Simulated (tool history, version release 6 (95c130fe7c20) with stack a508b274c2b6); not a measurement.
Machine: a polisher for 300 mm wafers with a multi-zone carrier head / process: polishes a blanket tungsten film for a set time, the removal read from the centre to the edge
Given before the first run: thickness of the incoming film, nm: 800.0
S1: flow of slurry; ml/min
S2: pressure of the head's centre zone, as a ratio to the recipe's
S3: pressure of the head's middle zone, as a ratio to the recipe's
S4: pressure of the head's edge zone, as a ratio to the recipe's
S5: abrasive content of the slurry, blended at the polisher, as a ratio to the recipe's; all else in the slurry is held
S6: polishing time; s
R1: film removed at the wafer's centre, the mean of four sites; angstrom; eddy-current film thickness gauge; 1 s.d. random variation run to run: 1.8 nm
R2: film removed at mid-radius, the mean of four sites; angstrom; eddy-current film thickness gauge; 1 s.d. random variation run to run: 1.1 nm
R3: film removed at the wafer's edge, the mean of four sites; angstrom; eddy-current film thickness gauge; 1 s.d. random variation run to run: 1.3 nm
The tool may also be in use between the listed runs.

run	hour	S1	S2	S3	S4	S5	S6	R1	R2	R3
1	0.0	130	1.00	1.00	1.00	1.00	36	2315.6	2319.3	2341.1
2	2.5	125	1.00	0.99	0.97	0.90	34	2093.3	2131.6	2074.7
3	7.7	125	1.00	0.99	1.02	0.90	34	2140.6	2150.7	2137.0
4	9.8	120	0.99	0.96	1.00	0.85	32	1919.0	1921.9	1985.4
5	11.4	120	0.99	0.96	1.00	1.00	32	2064.1	1985.8	2125.3
6	15.7	120	0.99	0.96	0.95	1.00	32	2038.8	2009.7	1990.2
7	19.0	115	0.99	0.94	0.93	0.90	31	1879.3	1814.3	1880.2
8	21.1	115	0.99	0.94	0.93	0.90	31	1894.5	1836.7	1910.7
9	22.4	115	1.00	0.94	0.92	0.85	29	1759.6	1663.5	1702.3
10	28.4	110	1.00	0.94	0.90	0.80	29	1686.7	1649.4	1663.7
11	28.9	115	1.04	0.93	0.82	0.55	22	1201.6	1103.8	1091.0
12	30.0	120	1.03	0.94	0.84	0.55	22	1195.3	1122.2	1099.7

The next listed run, before its measurement:
13	33.1	155	1.01	0.99	0.94	0.80	22	?	?	?

{"run 13": {"R1": 1382.9, "R2": 1374.1, "R3": 1324.3}}

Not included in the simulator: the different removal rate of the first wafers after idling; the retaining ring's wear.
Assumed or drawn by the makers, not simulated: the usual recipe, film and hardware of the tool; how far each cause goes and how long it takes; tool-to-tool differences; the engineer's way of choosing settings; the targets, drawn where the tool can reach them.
